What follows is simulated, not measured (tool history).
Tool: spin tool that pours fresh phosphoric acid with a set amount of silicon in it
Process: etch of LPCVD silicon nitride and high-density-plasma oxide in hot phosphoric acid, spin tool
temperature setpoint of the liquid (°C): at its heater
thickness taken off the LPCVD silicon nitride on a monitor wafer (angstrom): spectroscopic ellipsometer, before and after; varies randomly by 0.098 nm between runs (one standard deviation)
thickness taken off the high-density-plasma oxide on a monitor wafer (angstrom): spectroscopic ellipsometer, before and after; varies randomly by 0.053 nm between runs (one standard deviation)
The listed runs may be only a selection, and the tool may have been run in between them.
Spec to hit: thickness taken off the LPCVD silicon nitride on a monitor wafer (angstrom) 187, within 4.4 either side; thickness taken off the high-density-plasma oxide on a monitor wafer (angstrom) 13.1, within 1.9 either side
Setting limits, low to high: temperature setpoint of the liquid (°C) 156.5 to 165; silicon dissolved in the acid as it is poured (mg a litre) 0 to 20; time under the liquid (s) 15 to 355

| run | hour | temperature setpoint of the liquid (°C) | silicon dissolved in the acid as it is poured (mg a litre) | time under the liquid (s) | thickness taken off the LPCVD silicon nitride on a monitor wafer (angstrom) | thickness taken off the high-density-plasma oxide on a monitor wafer (angstrom) |
|---|---|---|---|---|---|---|
| 1 | 0 | 160 | 9 | 180 | 158.32 | 8.0404 |
| 2 | 4.9 | 158.5 | 9 | 180 | 149.97 | 8.0995 |
| 3 | 8.8 | 159 | 7.5 | 185 | 157.6 | 8.4088 |
| 4 | 10.4 | 159 | 3.5 | 185 | 157.17 | 8.9522 |
| 5 | 13 | 159.5 | 3 | 185 | 160.53 | 9.83 |
| 6 | 18.7 | 159.5 | 0.5 | 185 | 161.24 | 10.868 |
| 7 | 27.3 | 160 | 1 | 185 | 162.58 | 10.157 |
| 8 | 35.1 | 160.5 | 1 | 185 | 165.05 | 10.802 |
| 9 | 42.3 | 161 | 1 | 185 | 168.89 | 11.143 |
| 10 | 46.2 | 161.5 | 1 | 185 | 169.56 | 10.465 |
| 11 | 48.4 | 161.5 | 1 | 190 | 175.96 | 11.214 |
| 12 | 57.4 | 162.5 | 0.5 | 190 | 182.26 | 13.503 |
| 13 | 61.7 | 162.5 | 1 | 190 | 182.51 | 12.501 |

Of the 4 settings listed for the next run, only one would bring every result within its allowed miss of target. Which one?
| A | 66 | 164.5 | 0 | 170 | ? | ? |
| B | 66 | 164 | 3 | 185 | ? | ? |
| C | 66 | 165 | 2.5 | 170 | ? | ? |
| D | 66 | 162.5 | 5 | 180 | ? | ? |

| move | thickness taken off the LPCVD silicon nitride on a monitor wafer (angstrom) | thickness taken off the high-density-plasma oxide on a monitor wafer (angstrom) |
|---|---|---|
| A | 173.97 | 13.244 |
| B | 186.23 | 13.14 |
| C | 176.86 | 13.109 |
| D | 172.43 | 11.019 |
A: the biggest miss grows against the last run
B: meets every target
C: the biggest miss grows against the last run
D: the biggest miss grows against the last run
B meets every target.
